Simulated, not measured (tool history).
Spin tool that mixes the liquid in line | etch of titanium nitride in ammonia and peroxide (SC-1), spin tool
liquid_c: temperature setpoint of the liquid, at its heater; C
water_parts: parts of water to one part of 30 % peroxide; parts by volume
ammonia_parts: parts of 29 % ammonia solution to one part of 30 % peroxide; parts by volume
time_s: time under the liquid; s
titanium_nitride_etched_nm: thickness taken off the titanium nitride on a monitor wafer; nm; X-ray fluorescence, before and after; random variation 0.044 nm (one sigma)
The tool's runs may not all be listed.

run	day	liquid_c	water_parts	ammonia_parts	time_s	titanium_nitride_etched_nm
1	0	51	15	0.4	70	2.232
2	0.3	51	18.5	0.4	70	2.0093
3	0.538	51	18.5	0.4	70	1.9983
4	0.712	52.5	18.5	0.4	70	2.2233
5	1.029	52.5	18.5	0.4	50	1.6006
6	1.388	52.5	18.5	0.4	70	2.2174

Forecast run 7:
7	1.458	54	18.5	0.4	70	?

{"run 7": {"titanium_nitride_etched_nm": 2.4744}}

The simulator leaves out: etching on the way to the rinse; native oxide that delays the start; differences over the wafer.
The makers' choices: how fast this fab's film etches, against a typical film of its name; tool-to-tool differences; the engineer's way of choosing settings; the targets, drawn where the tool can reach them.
